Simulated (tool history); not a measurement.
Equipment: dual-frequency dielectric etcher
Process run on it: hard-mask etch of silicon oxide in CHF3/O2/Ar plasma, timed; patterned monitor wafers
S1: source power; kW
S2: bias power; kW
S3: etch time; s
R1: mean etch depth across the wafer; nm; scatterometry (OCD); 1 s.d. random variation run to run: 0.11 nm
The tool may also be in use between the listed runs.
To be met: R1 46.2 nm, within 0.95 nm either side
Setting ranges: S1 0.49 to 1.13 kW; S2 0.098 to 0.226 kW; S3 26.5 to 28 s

run,day,S1,S2,S3,R1
1,0,0.81,0.162,26.5,60.678
2,0.033,0.93,0.162,26.5,64.293
3,0.258,0.8,0.143,26.5,57.762
4,0.358,0.8,0.167,26.5,60.929
5,0.433,0.7,0.15,26.5,55.158
6,0.717,0.61,0.15,26.5,51.93
7,0.746,0.57,0.144,26.5,49.5
8,0.938,0.55,0.142,26.5,48.367
9,1.096,0.53,0.141,26.5,47.518
10,1.454,0.52,0.141,26.5,47.05

Below are 5 possible settings for the next run. Only one of them brings all results inside the allowed miss of their targets. Which is it?
A,1.812,0.49,0.138,27,?
B,1.812,0.55,0.125,27.5,?
C,1.812,0.54,0.136,27,?
D,1.812,0.51,0.138,28,?
E,1.812,0.74,0.102,26.5,?

move,R1
A,46.393
B,48.242
C,48.327
D,49.033
E,49.898
A: in spec on every target
B: the biggest miss grows against the last run
C: the biggest miss grows against the last run
D: the biggest miss grows against the last run
E: the biggest miss grows against the last run
The right move is A.
